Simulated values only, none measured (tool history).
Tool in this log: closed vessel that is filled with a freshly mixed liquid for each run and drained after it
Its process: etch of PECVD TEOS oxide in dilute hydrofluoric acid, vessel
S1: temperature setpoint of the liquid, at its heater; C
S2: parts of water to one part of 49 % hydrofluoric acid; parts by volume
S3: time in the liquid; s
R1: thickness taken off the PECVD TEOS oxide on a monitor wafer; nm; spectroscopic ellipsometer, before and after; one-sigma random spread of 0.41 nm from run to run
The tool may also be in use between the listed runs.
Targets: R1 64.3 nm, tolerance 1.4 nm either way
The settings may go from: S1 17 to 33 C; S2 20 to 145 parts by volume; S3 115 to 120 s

run,hour,S1,S2,S3,R1
1,0,25,80,115,37.367
2,6.4,26,75,115,41.363
3,11.2,23,75,115,36.917
4,14.8,23,55,115,51.074
5,19.1,24,55,115,53.671
6,27.7,24,35,115,86.642
7,31.2,23,35,115,82.511
8,36.7,19,35,115,69.388
9,40.7,18.5,35,115,68.227

4 next moves are on the table. One of them brings every result within its allowed miss. Which?
A,44.7,19,35,120,?
B,44.7,17,35,115,?
C,44.7,23,45,120,?
D,44.7,18.5,35,120,?

move,R1
A,72.995
B,64.114
C,66.452
D,71.431
A: its largest miss is bigger than the last run's
B: every result within its allowed miss
C: nearer than the last run, and not there yet
D: its largest miss is bigger than the last run's
So the answer is move B, the one that meets all the targets.
